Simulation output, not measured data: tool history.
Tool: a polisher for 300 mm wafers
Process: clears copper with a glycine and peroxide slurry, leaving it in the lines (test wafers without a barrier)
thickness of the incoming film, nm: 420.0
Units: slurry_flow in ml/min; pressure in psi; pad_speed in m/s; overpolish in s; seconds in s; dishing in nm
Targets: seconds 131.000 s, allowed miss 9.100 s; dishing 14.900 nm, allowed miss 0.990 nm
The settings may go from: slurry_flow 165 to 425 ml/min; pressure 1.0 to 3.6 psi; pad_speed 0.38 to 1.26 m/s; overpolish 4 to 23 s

run    day  slurry_flow  pressure  pad_speed  overpolish  seconds  dishing
  1  0.000          275       2.3       0.82          12  110.320   29.882
  2  0.075          275       2.3       0.98          12  101.430   31.886
  3  0.254          275       2.3       1.14          12   87.544   33.117
  4  0.533          275       2.3       1.14          15   89.546   36.911
  5  0.729          250       2.0       1.14          13   99.202   33.734
  6  0.862          250       1.5       1.14          13  119.560   28.631
  7  1.104          290       1.4       1.14          11  122.750   24.684
  8  1.150          335       1.3       1.06           5  137.090   12.543
  9  1.333          330       1.3       1.06           5  132.510   12.759

Which of these 4 next moves meets every target?
  A  1.517          295       1.2       1.20           6        ?        ?
  B  1.517          350       1.5       0.98           5        ?        ?
  C  1.517          390       1.2       1.20           4        ?        ?
  D  1.517          280       1.4       1.10           4        ?        ?

move  seconds  dishing
   A  136.480   14.284
   B  132.070   12.589
   C  133.390   10.184
   D  131.390   10.338
A: meets every target
B: further off than the last run
C: further off than the last run
D: further off than the last run
Move A is the one to make.
